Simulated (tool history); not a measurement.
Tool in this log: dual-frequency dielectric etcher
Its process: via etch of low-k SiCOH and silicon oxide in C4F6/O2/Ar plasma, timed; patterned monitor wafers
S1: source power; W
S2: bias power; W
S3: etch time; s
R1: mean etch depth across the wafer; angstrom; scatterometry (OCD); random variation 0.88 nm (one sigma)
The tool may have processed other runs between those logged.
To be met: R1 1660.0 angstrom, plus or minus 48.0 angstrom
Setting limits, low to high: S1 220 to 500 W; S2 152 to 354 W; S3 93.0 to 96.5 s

Run 1, hour 0.0: S1 360 W, S2 253 W, S3 93.0 s. Result: R1 2566.3 angstrom.
Run 2, hour 8.7: S1 410 W, S2 253 W, S3 93.0 s. Result: R1 2807.1 angstrom.
Run 3, hour 17.3: S1 410 W, S2 253 W, S3 96.5 s. Result: R1 2867.7 angstrom.
Run 4, hour 25.4: S1 410 W, S2 226 W, S3 96.5 s. Result: R1 2723.3 angstrom.
Run 5, hour 26.7: S1 410 W, S2 226 W, S3 93.0 s. Result: R1 2617.3 angstrom.
Run 6, hour 32.5: S1 370 W, S2 209 W, S3 93.0 s. Result: R1 2364.7 angstrom.
Run 7, hour 38.4: S1 340 W, S2 196 W, S3 93.0 s. Result: R1 2137.9 angstrom.
Run 8, hour 42.9: S1 320 W, S2 190 W, S3 93.0 s. Result: R1 1997.5 angstrom.
Run 9, hour 49.6: S1 250 W, S2 177 W, S3 93.0 s. Result: R1 1597.9 angstrom.
Run 10, hour 55.3: S1 270 W, S2 178 W, S3 93.0 s. Result: R1 1709.0 angstrom.

Pick the move, out of 4, that brings all results within their allowed miss; only one does.
Run A, hour 61.0: S1 250 W, S2 208 W, S3 93.0 s. Result: R1 ?.
Run B, hour 61.0: S1 240 W, S2 201 W, S3 93.0 s. Result: R1 ?.
Run C, hour 61.0: S1 270 W, S2 179 W, S3 96.5 s. Result: R1 ?.
Run D, hour 61.0: S1 270 W, S2 176 W, S3 96.5 s. Result: R1 ?.

move      R1
   A  1776.0
   B  1679.0
   C  1782.1
   D  1762.2
A: misses by more than the last run did
B: meets every target
C: misses by more than the last run did
D: misses by more than the last run did
The right move is B.

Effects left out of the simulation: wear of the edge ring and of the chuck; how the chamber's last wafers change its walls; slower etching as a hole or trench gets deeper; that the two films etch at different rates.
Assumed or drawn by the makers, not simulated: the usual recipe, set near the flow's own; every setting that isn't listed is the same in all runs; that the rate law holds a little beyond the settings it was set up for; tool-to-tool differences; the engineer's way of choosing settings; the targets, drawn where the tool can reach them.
